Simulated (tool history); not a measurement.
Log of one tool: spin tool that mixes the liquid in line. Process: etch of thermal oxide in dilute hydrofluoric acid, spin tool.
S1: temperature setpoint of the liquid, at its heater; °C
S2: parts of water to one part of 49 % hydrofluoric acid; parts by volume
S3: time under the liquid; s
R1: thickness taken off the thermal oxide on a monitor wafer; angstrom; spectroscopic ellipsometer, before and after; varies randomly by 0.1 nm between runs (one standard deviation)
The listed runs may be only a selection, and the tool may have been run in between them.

run	hour	S1	S2	S3	R1
1	0.0	22.0	50	95	77.685
2	1.4	23.5	50	95	83.049
3	5.2	26.0	50	95	91.999
4	8.4	26.5	50	95	92.485
5	17.4	23.0	50	95	81.649
6	25.5	24.5	50	95	86.238

For run 7, what comes out?
7	27.2	25.5	50	95	?

R1: 88.940 angstrom
